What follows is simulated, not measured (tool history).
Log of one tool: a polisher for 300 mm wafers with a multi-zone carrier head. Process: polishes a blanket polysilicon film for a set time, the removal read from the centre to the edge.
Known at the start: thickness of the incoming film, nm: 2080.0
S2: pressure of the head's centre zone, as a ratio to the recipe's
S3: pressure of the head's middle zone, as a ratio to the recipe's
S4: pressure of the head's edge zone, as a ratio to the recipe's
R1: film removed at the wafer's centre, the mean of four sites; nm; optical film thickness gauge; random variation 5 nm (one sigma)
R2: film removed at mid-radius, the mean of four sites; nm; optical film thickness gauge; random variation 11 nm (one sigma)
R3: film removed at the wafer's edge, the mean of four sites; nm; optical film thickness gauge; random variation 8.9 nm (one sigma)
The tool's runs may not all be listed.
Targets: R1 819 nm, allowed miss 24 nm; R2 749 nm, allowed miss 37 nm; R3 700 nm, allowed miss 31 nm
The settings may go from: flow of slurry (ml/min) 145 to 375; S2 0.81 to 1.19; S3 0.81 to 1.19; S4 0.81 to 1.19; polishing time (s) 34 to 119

Run 1, day 0: flow of slurry (ml/min) 240, S2 1, S3 1, S4 1, polishing time (s) 76. Result: R1 544.57 nm, R2 509.76 nm, R3 492.22 nm.
Run 2, day 0.221: flow of slurry (ml/min) 240, S2 1, S3 1, S4 1, polishing time (s) 57. Result: R1 404.21 nm, R2 382.18 nm, R3 384.95 nm.
Run 3, day 0.542: flow of slurry (ml/min) 250, S2 1.03, S3 1.03, S4 1.05, polishing time (s) 69. Result: R1 509.5 nm, R2 470.35 nm, R3 469.99 nm.
Run 4, day 0.679: flow of slurry (ml/min) 265, S2 1.06, S3 1.07, S4 1.08, polishing time (s) 76. Result: R1 583.52 nm, R2 544.24 nm, R3 523.78 nm.
Run 5, day 0.875: flow of slurry (ml/min) 275, S2 1.08, S3 1.09, S4 1.11, polishing time (s) 82. Result: R1 647.52 nm, R2 594.2 nm, R3 581.72 nm.
Run 6, day 1.208: flow of slurry (ml/min) 285, S2 1.1, S3 1.12, S4 1.12, polishing time (s) 86. Result: R1 691.74 nm, R2 653.47 nm, R3 591.67 nm.
Run 7, day 1.467: flow of slurry (ml/min) 285, S2 1.11, S3 1.12, S4 1.14, polishing time (s) 89. Result: R1 726.14 nm, R2 660.13 nm, R3 620.94 nm.
Run 8, day 1.654: flow of slurry (ml/min) 290, S2 1.11, S3 1.13, S4 1.15, polishing time (s) 92. Result: R1 752.08 nm, R2 698.53 nm, R3 655.48 nm.
At day 1.854: centre zone pressure recalibrated.
Run 9, day 1.854: flow of slurry (ml/min) 320, S2 1.16, S3 1.16, S4 1.19, polishing time (s) 95. Result: R1 778.26 nm, R2 741.02 nm, R3 712.63 nm.
Run 10, day 1.954: flow of slurry (ml/min) 315, S2 1.17, S3 1.16, S4 1.18, polishing time (s) 95. Result: R1 779.82 nm, R2 746.79 nm, R3 673.83 nm.
Run 11, day 2.271: flow of slurry (ml/min) 315, S2 1.17, S3 1.15, S4 1.18, polishing time (s) 96. Result: R1 787.19 nm, R2 749.06 nm, R3 696.78 nm.

Which of these 4 next moves meets every target?
Run A, day 2.588: flow of slurry (ml/min) 375, S2 1.19, S3 1.12, S4 1.11, polishing time (s) 97. Result: R1 ?, R2 ?, R3 ?.
Run B, day 2.588: flow of slurry (ml/min) 295, S2 1.19, S3 1.08, S4 1.07, polishing time (s) 104. Result: R1 ?, R2 ?, R3 ?.
Run C, day 2.588: flow of slurry (ml/min) 335, S2 1.08, S3 1.14, S4 1.19, polishing time (s) 98. Result: R1 ?, R2 ?, R3 ?.
Run D, day 2.588: flow of slurry (ml/min) 350, S2 1.15, S3 1.17, S4 1.14, polishing time (s) 91. Result: R1 ?, R2 ?, R3 ?.

move      R1      R2      R3
   A  814.67  752.86  700.73
   B  852.83  765.94  725.85
   C  738.89  765.41  728.34
   D  734.11  729.38  663.06
A: meets every target
B: takes the result that was furthest off past its target
C: further off than the last run
D: further off than the last run
The right move is A.
